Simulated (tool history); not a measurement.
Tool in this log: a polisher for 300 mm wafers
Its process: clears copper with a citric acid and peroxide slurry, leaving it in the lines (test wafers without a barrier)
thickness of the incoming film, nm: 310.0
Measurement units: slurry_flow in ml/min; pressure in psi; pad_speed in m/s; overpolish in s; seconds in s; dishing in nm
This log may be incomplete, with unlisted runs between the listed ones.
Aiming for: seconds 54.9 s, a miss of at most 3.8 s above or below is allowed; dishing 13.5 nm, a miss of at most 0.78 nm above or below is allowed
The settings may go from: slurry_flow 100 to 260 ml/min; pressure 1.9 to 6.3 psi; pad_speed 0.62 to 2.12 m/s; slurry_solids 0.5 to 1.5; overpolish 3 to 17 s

Run 1, day 0: slurry_flow 165 ml/min, pressure 4.1 psi, pad_speed 1.36 m/s, slurry_solids 1, overpolish 9 s. Result: seconds 79.206 s, dishing 26.092 nm.
Run 2, day 0.333: slurry_flow 165 ml/min, pressure 4.1 psi, pad_speed 1.42 m/s, slurry_solids 1, overpolish 7 s. Result: seconds 74.818 s, dishing 22.298 nm.
Run 3, day 0.383: slurry_flow 165 ml/min, pressure 4.9 psi, pad_speed 1.42 m/s, slurry_solids 1, overpolish 7 s. Result: seconds 61.344 s, dishing 26.644 nm.
Run 4, day 0.458: slurry_flow 135 ml/min, pressure 4.9 psi, pad_speed 1.42 m/s, slurry_solids 1, overpolish 7 s. Result: seconds 63.091 s, dishing 25.909 nm.
Run 5, day 0.583: slurry_flow 135 ml/min, pressure 4.9 psi, pad_speed 1.42 m/s, slurry_solids 0.9, overpolish 7 s. Result: seconds 68.374 s, dishing 25.152 nm.
Run 6, day 0.933: slurry_flow 135 ml/min, pressure 4.2 psi, pad_speed 1.42 m/s, slurry_solids 0.9, overpolish 7 s. Result: seconds 79.302 s, dishing 21.561 nm.
Run 7, day 1.292: slurry_flow 135 ml/min, pressure 4.2 psi, pad_speed 1.42 m/s, slurry_solids 0.9, overpolish 7 s. Result: seconds 77.284 s, dishing 21.012 nm.
Run 8, day 1.383: slurry_flow 125 ml/min, pressure 3.6 psi, pad_speed 1.62 m/s, slurry_solids 1.05, overpolish 6 s. Result: seconds 78.61 s, dishing 18.952 nm.
Run 9, day 1.421: slurry_flow 120 ml/min, pressure 3.5 psi, pad_speed 1.7 m/s, slurry_solids 1.2, overpolish 5 s. Result: seconds 75.037 s, dishing 16.636 nm.
Run 10, day 1.592: slurry_flow 115 ml/min, pressure 3.6 psi, pad_speed 1.76 m/s, slurry_solids 1.3, overpolish 4 s. Result: seconds 72.326 s, dishing 14.606 nm.
Run 11, day 1.654: slurry_flow 110 ml/min, pressure 3.8 psi, pad_speed 1.76 m/s, slurry_solids 1.35, overpolish 4 s. Result: seconds 65.566 s, dishing 14.619 nm.
Run 12, day 1.842: slurry_flow 110 ml/min, pressure 4 psi, pad_speed 1.74 m/s, slurry_solids 1.4, overpolish 4 s. Result: seconds 64.445 s, dishing 15.566 nm.
Run 13, day 1.867: slurry_flow 110 ml/min, pressure 4 psi, pad_speed 1.74 m/s, slurry_solids 1.4, overpolish 4 s. Result: seconds 62.514 s, dishing 15.887 nm.
Run 14, day 1.912: slurry_flow 105 ml/min, pressure 3.9 psi, pad_speed 1.8 m/s, slurry_solids 1.45, overpolish 4 s. Result: seconds 61.833 s, dishing 16.035 nm.
Run 15, day 1.992: slurry_flow 105 ml/min, pressure 4 psi, pad_speed 1.78 m/s, slurry_solids 1.45, overpolish 4 s. Result: seconds 62.244 s, dishing 16.265 nm.

Consider the 5 candidate settings below. Which is the only one whose results all fall within their allowed miss of target?
Run A, day 2.071: slurry_flow 130 ml/min, pressure 5.1 psi, pad_speed 1.46 m/s, slurry_solids 1.5, overpolish 3 s. Result: seconds ?, dishing ?.
Run B, day 2.071: slurry_flow 110 ml/min, pressure 3.8 psi, pad_speed 1.68 m/s, slurry_solids 1.4, overpolish 5 s. Result: seconds ?, dishing ?.
Run C, day 2.071: slurry_flow 100 ml/min, pressure 3.9 psi, pad_speed 1.54 m/s, slurry_solids 1.5, overpolish 5 s. Result: seconds ?, dishing ?.
Run D, day 2.071: slurry_flow 105 ml/min, pressure 3.8 psi, pad_speed 1.76 m/s, slurry_solids 1.45, overpolish 6 s. Result: seconds ?, dishing ?.
Run E, day 2.071: slurry_flow 100 ml/min, pressure 3.8 psi, pad_speed 1.68 m/s, slurry_solids 1.45, overpolish 6 s. Result: seconds ?, dishing ?.

move  seconds  dishing
   A   56.482   13.433
   B   69.323   17.842
   C   73.952   16.807
   D    66.37    21.97
   E   70.315    20.84
A: all results in spec
B: lands further from the targets than the last run did
C: lands further from the targets than the last run did
D: lands further from the targets than the last run did
E: lands further from the targets than the last run did
The move that meets every target is A.

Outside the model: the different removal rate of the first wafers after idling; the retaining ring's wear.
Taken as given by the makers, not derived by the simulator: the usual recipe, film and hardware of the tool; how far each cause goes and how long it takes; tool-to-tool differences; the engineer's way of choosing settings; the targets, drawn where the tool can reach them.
